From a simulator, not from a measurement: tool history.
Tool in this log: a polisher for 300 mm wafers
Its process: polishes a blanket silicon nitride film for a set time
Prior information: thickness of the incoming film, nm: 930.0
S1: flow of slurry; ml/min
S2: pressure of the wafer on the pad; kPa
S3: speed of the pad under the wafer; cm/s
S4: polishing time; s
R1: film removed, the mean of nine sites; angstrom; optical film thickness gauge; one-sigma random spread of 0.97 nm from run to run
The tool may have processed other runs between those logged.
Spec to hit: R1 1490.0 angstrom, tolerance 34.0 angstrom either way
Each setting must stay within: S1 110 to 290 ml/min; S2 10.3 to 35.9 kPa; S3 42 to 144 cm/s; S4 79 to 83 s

Run 1, hour 0.0: S1 185 ml/min, S2 22.8 kPa, S3 92 cm/s, S4 79 s. Result: R1 1241.0 angstrom.
Run 2, hour 3.4: S1 195 ml/min, S2 23.4 kPa, S3 92 cm/s, S4 79 s. Result: R1 1270.9 angstrom.
Run 3, hour 6.1: S1 195 ml/min, S2 24.1 kPa, S3 92 cm/s, S4 79 s. Result: R1 1314.7 angstrom.
Run 4, hour 14.5: S1 195 ml/min, S2 24.8 kPa, S3 92 cm/s, S4 79 s. Result: R1 1348.5 angstrom.
Run 5, hour 19.0: S1 195 ml/min, S2 24.8 kPa, S3 76 cm/s, S4 79 s. Result: R1 1162.7 angstrom.
Run 6, hour 24.6: S1 195 ml/min, S2 24.8 kPa, S3 64 cm/s, S4 79 s. Result: R1 1009.5 angstrom.
Run 7, hour 26.0: S1 200 ml/min, S2 26.9 kPa, S3 64 cm/s, S4 79 s. Result: R1 1100.5 angstrom.
Run 8, hour 29.2: S1 205 ml/min, S2 28.3 kPa, S3 64 cm/s, S4 79 s. Result: R1 1135.4 angstrom.
Run 9, hour 32.8: S1 205 ml/min, S2 29.6 kPa, S3 64 cm/s, S4 79 s. Result: R1 1194.8 angstrom.
Run 10, hour 35.1: S1 205 ml/min, S2 31.0 kPa, S3 64 cm/s, S4 79 s. Result: R1 1253.5 angstrom.
Run 11, hour 37.0: S1 205 ml/min, S2 31.7 kPa, S3 64 cm/s, S4 79 s. Result: R1 1289.8 angstrom.
Run 12, hour 41.0: S1 205 ml/min, S2 32.4 kPa, S3 64 cm/s, S4 79 s. Result: R1 1313.5 angstrom.
Run 13, hour 42.0: S1 205 ml/min, S2 33.1 kPa, S3 64 cm/s, S4 79 s. Result: R1 1340.2 angstrom.
At hour 45.5: slurry nozzle cleaned.
Run 14, hour 45.5: S1 210 ml/min, S2 33.8 kPa, S3 64 cm/s, S4 79 s. Result: R1 1400.0 angstrom.
Run 15, hour 46.7: S1 215 ml/min, S2 33.8 kPa, S3 64 cm/s, S4 79 s. Result: R1 1396.9 angstrom.

Below are 4 possible settings for the next run. Only one of them brings all results inside the allowed miss of their targets. Which is it?
Run A, hour 47.9: S1 210 ml/min, S2 33.1 kPa, S3 66 cm/s, S4 83 s. Result: R1 ?.
Run B, hour 47.9: S1 240 ml/min, S2 33.1 kPa, S3 62 cm/s, S4 79 s. Result: R1 ?.
Run C, hour 47.9: S1 225 ml/min, S2 35.2 kPa, S3 54 cm/s, S4 79 s. Result: R1 ?.
Run D, hour 47.9: S1 220 ml/min, S2 34.5 kPa, S3 58 cm/s, S4 79 s. Result: R1 ?.

move      R1
   A  1483.3
   B  1360.7
   C  1284.9
   D  1331.4
A: every result within its allowed miss
B: its largest miss is bigger than the last run's
C: its largest miss is bigger than the last run's
D: its largest miss is bigger than the last run's
A meets every target.

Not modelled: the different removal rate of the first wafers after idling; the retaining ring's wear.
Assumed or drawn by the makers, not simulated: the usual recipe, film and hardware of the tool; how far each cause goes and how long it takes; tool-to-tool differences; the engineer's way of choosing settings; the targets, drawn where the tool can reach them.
